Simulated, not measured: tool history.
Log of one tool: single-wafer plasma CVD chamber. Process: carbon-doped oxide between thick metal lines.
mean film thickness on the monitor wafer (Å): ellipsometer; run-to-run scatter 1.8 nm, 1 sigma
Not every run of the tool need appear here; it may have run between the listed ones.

| run | hour | heater temperature setpoint (°C) | chamber pressure (Pa) | RF power (kW) | deposition time (s) | mean film thickness on the monitor wafer (Å) |
|---|---|---|---|---|---|---|
| 1 | 0.0 | 330 | 535 | 0.405 | 198 | 8634.0 |
| 2 | 4.6 | 333 | 500 | 0.395 | 198 | 8263.2 |
| 3 | 8.2 | 336 | 468 | 0.390 | 198 | 8062.0 |
| 4 | 15.3 | 336 | 532 | 0.390 | 198 | 8262.5 |
| 5 | 17.7 | 336 | 532 | 0.390 | 198 | 8228.9 |
| 6 | 21.1 | 336 | 532 | 0.390 | 204 | 8464.3 |
| 7 | 24.7 | 339 | 499 | 0.380 | 204 | 8162.4 |
| 8 | 26.2 | 341 | 469 | 0.375 | 204 | 7958.1 |
| 9 | 30.0 | 343 | 445 | 0.370 | 204 | 7748.9 |

Run 10 comes next. What will it give?
| 10 | 37.5 | 345 | 424 | 0.365 | 204 | ? |

For run 10 the tool returned mean film thickness on the monitor wafer (Å) 7598.9.

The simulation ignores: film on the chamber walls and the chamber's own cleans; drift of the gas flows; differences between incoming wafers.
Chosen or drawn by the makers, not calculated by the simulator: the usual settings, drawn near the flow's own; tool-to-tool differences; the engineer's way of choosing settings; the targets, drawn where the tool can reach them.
